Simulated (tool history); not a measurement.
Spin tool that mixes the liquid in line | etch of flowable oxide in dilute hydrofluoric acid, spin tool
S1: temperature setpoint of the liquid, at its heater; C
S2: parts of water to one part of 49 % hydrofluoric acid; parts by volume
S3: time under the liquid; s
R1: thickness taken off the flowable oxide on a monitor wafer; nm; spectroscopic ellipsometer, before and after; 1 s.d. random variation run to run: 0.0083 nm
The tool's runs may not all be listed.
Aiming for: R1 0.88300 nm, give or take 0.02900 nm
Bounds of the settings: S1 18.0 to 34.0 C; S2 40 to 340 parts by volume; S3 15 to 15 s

| run | day | S1 | S2 | S3 | R1 |
|---|---|---|---|---|---|
| 1 | 0.000 | 26.0 | 190 | 15 | 2.01310 |
| 2 | 0.150 | 26.0 | 190 | 15 | 2.02660 |
| 3 | 0.225 | 26.0 | 165 | 15 | 2.39810 |
| 4 | 0.588 | 26.0 | 200 | 15 | 1.93280 |
| 5 | 0.925 | 25.0 | 215 | 15 | 1.67130 |
| 6 | 1.188 | 25.0 | 215 | 15 | 1.67480 |
| 7 | 1.275 | 24.0 | 225 | 15 | 1.49390 |
| 8 | 1.612 | 20.0 | 280 | 15 | 1.02680 |

4 candidate next runs follow, results not yet known. Just one meets every target within its allowed miss. Identify it.
| A | 1.950 | 18.5 | 250 | 15 | ? |
| B | 1.950 | 20.5 | 265 | 15 | ? |
| C | 1.950 | 18.0 | 290 | 15 | ? |
| D | 1.950 | 18.0 | 250 | 15 | ? |

| move | R1 |
|---|---|
| A | 1.08610 |
| B | 1.08950 |
| C | 0.88689 |
| D | 1.06550 |
A: further off than the last run
B: further off than the last run
C: all results land within tolerance of their targets
D: further off than the last run
The right move is C.
